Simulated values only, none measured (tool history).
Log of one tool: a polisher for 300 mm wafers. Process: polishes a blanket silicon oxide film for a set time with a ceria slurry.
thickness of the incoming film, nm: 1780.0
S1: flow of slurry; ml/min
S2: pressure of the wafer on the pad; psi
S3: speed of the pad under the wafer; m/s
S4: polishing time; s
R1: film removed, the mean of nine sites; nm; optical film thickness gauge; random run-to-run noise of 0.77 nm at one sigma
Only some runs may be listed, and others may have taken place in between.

run 1 hour=0 | S1=315 S2=2.3 S3=1.32 S4=21 | R1=89.479
run 2 hour=5.9 | S1=315 S2=2.3 S3=1.32 S4=21 | R1=88.64
run 3 hour=14 | S1=315 S2=2.3 S3=1.32 S4=19 | R1=80.111
run 4 hour=19.4 | S1=315 S2=2.5 S3=1.32 S4=19 | R1=87.802
run 5 hour=23.2 | S1=315 S2=2 S3=1.32 S4=19 | R1=70.901
run 6 hour=28 | S1=355 S2=2 S3=1.32 S4=19 | R1=71.516
run 7 hour=34.6 | S1=355 S2=2.2 S3=1.32 S4=19 | R1=78.014
run 8 hour=39.9 | S1=355 S2=2.4 S3=1.32 S4=19 | R1=85.673
run 9 hour=44.5 | S1=355 S2=2.6 S3=1.32 S4=19 | R1=91.94
run 10 hour=46.3 | S1=355 S2=2.7 S3=1.32 S4=19 | R1=95.316
run 11 hour=52.7 | S1=355 S2=2.7 S3=1.32 S4=19 | R1=95.797
run 12 hour=53.7 | S1=355 S2=2.8 S3=1.32 S4=19 | R1=98.259
run 13 hour=54.5 | S1=355 S2=2.9 S3=1.32 S4=19 | R1=103.65
run 14 hour=63.3 | S1=355 S2=3 S3=1.32 S4=19 | R1=106.08
run 15 hour=71 | S1=355 S2=3.1 S3=1.32 S4=19 | R1=109.81

Run 16 comes next. What will it give?
run 16 hour=75.8 | S1=355 S2=3.2 S3=1.32 S4=19 | R1=?

R1: 112 nm
